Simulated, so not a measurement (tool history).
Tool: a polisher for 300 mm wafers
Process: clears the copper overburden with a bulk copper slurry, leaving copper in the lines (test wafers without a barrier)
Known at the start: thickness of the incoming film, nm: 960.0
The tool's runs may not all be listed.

| run | hour | flow of slurry (ml/min) | pressure of the wafer on the pad (kPa) | speed of the pad under the wafer (m/s) | abrasive content of the slurry | overpolish time after the end point (s) | time until the end point was called (s) | dishing of a wide line in a test structure (angstrom) |
|---|---|---|---|---|---|---|---|---|
| 1 | 0 | 140 | 14.5 | 0.86 | 1 | 22 | 166.94 | 575.97 |
| 2 | 7.7 | 135 | 12.4 | 0.8 | 1 | 17 | 205.68 | 432.79 |
| 3 | 16 | 135 | 12.4 | 0.8 | 1.1 | 17 | 203.4 | 436.92 |
| 4 | 21 | 130 | 11 | 0.74 | 1.1 | 15 | 251.01 | 356.18 |
| 5 | 24.2 | 120 | 9.7 | 0.74 | 1.1 | 14 | 280.47 | 302.76 |
| 6 | 27 | 115 | 9 | 0.74 | 1.1 | 14 | 308.82 | 284.06 |
| 7 | 35 | 105 | 8.3 | 0.74 | 1.1 | 14 | 342.33 | 253.42 |
| 8 | 36.2 | 100 | 8.3 | 0.74 | 1.1 | 14 | 346.35 | 254.97 |

Forecast run 9:
| 9 | 41.1 | 95 | 8.3 | 0.74 | 1.1 | 14 | ? | ? |

{"run 9": {"time until the end point was called (s)": 343.28, "dishing of a wide line in a test structure (angstrom)": 250.67}}
